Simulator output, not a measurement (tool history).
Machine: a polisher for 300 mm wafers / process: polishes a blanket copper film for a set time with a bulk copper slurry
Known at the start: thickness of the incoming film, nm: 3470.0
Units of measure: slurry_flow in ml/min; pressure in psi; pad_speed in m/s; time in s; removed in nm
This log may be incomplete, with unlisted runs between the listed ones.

run	hour	slurry_flow	pressure	pad_speed	slurry_solids	time	removed
1	0.0	180	2.1	1.00	1.0	22	124.11
2	0.6	180	2.1	1.00	0.9	22	123.65
3	3.9	180	2.4	1.00	0.9	22	137.66
4	4.7	180	2.4	1.14	0.9	22	156.56
5	7.6	180	2.7	1.14	0.9	22	173.47
6	14.4	180	2.3	1.12	0.9	22	151.08
7	17.5	180	2.0	1.10	0.9	22	129.88

Run 8 is up next; what results do you expect?
8	26.1	180	1.8	1.10	0.9	22	?

removed: 118.44 nm
